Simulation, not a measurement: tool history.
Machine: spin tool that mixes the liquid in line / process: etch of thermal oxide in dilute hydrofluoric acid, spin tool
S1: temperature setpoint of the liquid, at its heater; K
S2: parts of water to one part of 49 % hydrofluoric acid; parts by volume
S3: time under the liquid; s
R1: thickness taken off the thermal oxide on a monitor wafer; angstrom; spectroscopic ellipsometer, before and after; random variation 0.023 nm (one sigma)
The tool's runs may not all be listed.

run	hour	S1	S2	S3	R1
1	0	294.15	105	80	35.797
2	5.2	292.15	105	80	33.059
3	11	293.65	100	80	37.059
4	13.1	293.65	100	80	37.276
5	13.8	291.65	100	80	34.285
6	18.9	293.15	95	80	38.546
7	20.1	294.15	90	80	42.453
8	25.4	295.15	90	80	44.412
9	33.8	296.15	90	80	45.988
10	40.7	297.15	90	80	47.963
11	43.8	297.65	90	80	48.551
12	47.2	298.15	90	80	50.161
13	56.1	298.65	90	80	50.707
14	62.8	299.15	90	80	51.876
# hour 70.2: thermometer replaced
15	70.2	299.65	90	80	48.967

Run 16 has not been measured yet. What should we expect?
16	76.9	300.15	85	80	?

R1: 53.023 angstrom

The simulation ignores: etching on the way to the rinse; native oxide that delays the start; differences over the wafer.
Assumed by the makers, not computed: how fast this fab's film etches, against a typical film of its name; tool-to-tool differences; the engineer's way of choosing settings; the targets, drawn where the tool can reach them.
